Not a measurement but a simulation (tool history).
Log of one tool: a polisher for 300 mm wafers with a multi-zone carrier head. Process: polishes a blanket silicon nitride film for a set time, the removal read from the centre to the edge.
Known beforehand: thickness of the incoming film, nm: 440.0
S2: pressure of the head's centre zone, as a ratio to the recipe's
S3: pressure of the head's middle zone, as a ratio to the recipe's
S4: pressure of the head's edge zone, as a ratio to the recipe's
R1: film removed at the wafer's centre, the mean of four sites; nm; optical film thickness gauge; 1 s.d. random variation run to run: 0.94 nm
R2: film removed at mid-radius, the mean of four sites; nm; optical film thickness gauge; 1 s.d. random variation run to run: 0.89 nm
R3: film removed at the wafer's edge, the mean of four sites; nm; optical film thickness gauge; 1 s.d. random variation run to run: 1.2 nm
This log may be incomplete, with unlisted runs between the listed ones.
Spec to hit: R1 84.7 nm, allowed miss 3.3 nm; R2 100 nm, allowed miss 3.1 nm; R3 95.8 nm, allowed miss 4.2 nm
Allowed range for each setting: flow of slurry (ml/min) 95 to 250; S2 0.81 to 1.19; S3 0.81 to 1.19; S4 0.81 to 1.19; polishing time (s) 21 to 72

{"run": 1, "hour": 0.0, "flow of slurry (ml/min)": 160, "S2": 1, "S3": 1, "S4": 1, "polishing time (s)": 46, "R1": 74.268, "R2": 72.638, "R3": 74.821}
{"run": 2, "hour": 7.2, "flow of slurry (ml/min)": 170, "S2": 0.99, "S3": 1.04, "S4": 1.04, "polishing time (s)": 48, "R1": 75.957, "R2": 79.677, "R3": 77.248}
{"run": 3, "hour": 14.9, "flow of slurry (ml/min)": 170, "S2": 0.99, "S3": 1.04, "S4": 1.12, "polishing time (s)": 48, "R1": 76.126, "R2": 80.431, "R3": 79.272}
{"run": 4, "hour": 23.9, "flow of slurry (ml/min)": 170, "S2": 0.99, "S3": 1.08, "S4": 1.12, "polishing time (s)": 48, "R1": 76.716, "R2": 82.759, "R3": 81.905}
{"run": 5, "hour": 29.6, "flow of slurry (ml/min)": 170, "S2": 0.99, "S3": 1.08, "S4": 1.12, "polishing time (s)": 42, "R1": 66.711, "R2": 73.653, "R3": 70.636}
{"run": 6, "hour": 32.8, "flow of slurry (ml/min)": 165, "S2": 0.98, "S3": 1.1, "S4": 1.13, "polishing time (s)": 46, "R1": 73.676, "R2": 80.968, "R3": 78.967}
{"run": 7, "hour": 39.4, "flow of slurry (ml/min)": 165, "S2": 0.97, "S3": 1.12, "S4": 1.14, "polishing time (s)": 48, "R1": 72.961, "R2": 84.471, "R3": 81.546}
{"run": 8, "hour": 45.6, "flow of slurry (ml/min)": 165, "S2": 0.98, "S3": 1.13, "S4": 1.15, "polishing time (s)": 50, "R1": 77.828, "R2": 89.631, "R3": 88.438}
{"hour": 54.3, "done": "worn pad replaced by a new one"}
{"run": 9, "hour": 54.3, "flow of slurry (ml/min)": 170, "S2": 0.99, "S3": 1.15, "S4": 1.15, "polishing time (s)": 50, "R1": 88.63, "R2": 101.88, "R3": 95.118}
{"run": 10, "hour": 62.2, "flow of slurry (ml/min)": 165, "S2": 0.99, "S3": 1.15, "S4": 1.16, "polishing time (s)": 50, "R1": 89.12, "R2": 102.94, "R3": 97.204}
{"run": 11, "hour": 66.7, "flow of slurry (ml/min)": 160, "S2": 0.99, "S3": 1.15, "S4": 1.16, "polishing time (s)": 50, "R1": 89.033, "R2": 100.23, "R3": 93.987}
{"run": 12, "hour": 74.2, "flow of slurry (ml/min)": 165, "S2": 0.99, "S3": 1.15, "S4": 1.17, "polishing time (s)": 50, "R1": 89.432, "R2": 100.7, "R3": 97.716}
{"run": 13, "hour": 75.6, "flow of slurry (ml/min)": 165, "S2": 0.98, "S3": 1.16, "S4": 1.17, "polishing time (s)": 50, "R1": 88.124, "R2": 103.58, "R3": 100.68}

Which single option among these 4 for the next run brings every result within its allowed miss of target? Just one does.
{"run": "A", "hour": 77.0, "flow of slurry (ml/min)": 195, "S2": 0.91, "S3": 1.19, "S4": 1.09, "polishing time (s)": 51, "R1": "?", "R2": "?", "R3": "?"}
{"run": "B", "hour": 77.0, "flow of slurry (ml/min)": 165, "S2": 0.99, "S3": 1.19, "S4": 1.19, "polishing time (s)": 48, "R1": "?", "R2": "?", "R3": "?"}
{"run": "C", "hour": 77.0, "flow of slurry (ml/min)": 190, "S2": 1, "S3": 1.19, "S4": 1.12, "polishing time (s)": 50, "R1": "?", "R2": "?", "R3": "?"}
{"run": "D", "hour": 77.0, "flow of slurry (ml/min)": 140, "S2": 0.83, "S3": 1.06, "S4": 1.17, "polishing time (s)": 61, "R1": "?", "R2": "?", "R3": "?"}

move=A R1=86.866 R2=107.63 R3=95.325
move=B R1=86.316 R2=98.5 R3=91.981
move=C R1=93.243 R2=105.05 R3=94.472
move=D R1=88.518 R2=110.11 R3=113.42
A: the worst result of the last run now meets its target, but another is out of spec
B: every result lands within tolerance
C: the worst result of the last run now meets its target, but another is out of spec
D: further off than the last run
Move B is the one to make.

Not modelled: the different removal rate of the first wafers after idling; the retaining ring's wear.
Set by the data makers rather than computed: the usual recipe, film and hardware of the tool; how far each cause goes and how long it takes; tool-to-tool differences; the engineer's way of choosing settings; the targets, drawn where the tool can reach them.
